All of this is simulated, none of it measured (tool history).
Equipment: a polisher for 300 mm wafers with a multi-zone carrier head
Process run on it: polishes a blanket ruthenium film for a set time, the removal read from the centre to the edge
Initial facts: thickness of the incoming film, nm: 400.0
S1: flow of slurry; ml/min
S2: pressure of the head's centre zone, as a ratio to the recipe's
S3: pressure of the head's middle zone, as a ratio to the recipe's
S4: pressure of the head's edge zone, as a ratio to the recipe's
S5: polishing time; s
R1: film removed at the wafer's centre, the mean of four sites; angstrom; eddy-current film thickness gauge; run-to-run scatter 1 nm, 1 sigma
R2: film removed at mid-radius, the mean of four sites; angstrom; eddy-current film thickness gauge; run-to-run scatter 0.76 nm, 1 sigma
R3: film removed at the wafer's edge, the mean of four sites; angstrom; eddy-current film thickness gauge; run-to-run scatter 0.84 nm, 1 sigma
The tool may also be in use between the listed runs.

run	hour	S1	S2	S3	S4	S5	R1	R2	R3
1	0	275	1	1	1	77	1180.8	1160.2	1144.7
2	7.5	270	1	0.97	0.98	76	1125.7	1130.5	1118.6
3	8.7	270	1	0.89	0.98	76	1125.3	1037.3	1126.9
4	17.1	270	1	0.89	0.98	85	1285.6	1142.4	1269.8
5	21.4	270	1.06	0.89	0.98	85	1364.9	1175	1262.3
6	28.4	270	1.07	0.88	0.97	82	1307.7	1124.6	1202.6
7	31	265	1.08	0.87	0.96	80	1274.8	1077	1170
8	35.5	265	1.08	0.86	0.94	78	1266.7	1035.5	1130.9
9	41.9	260	1.07	0.86	0.92	77	1225	1034.9	1104.4
10	50.5	255	1.07	0.85	0.91	76	1199.4	1005.1	1096.1

Estimate the outcome of run 11 from the log above:
11	56.6	255	1.07	0.85	0.9	75	?	?	?

R1: 1186.9 angstrom
R2: 974 angstrom
R3: 1070 angstrom
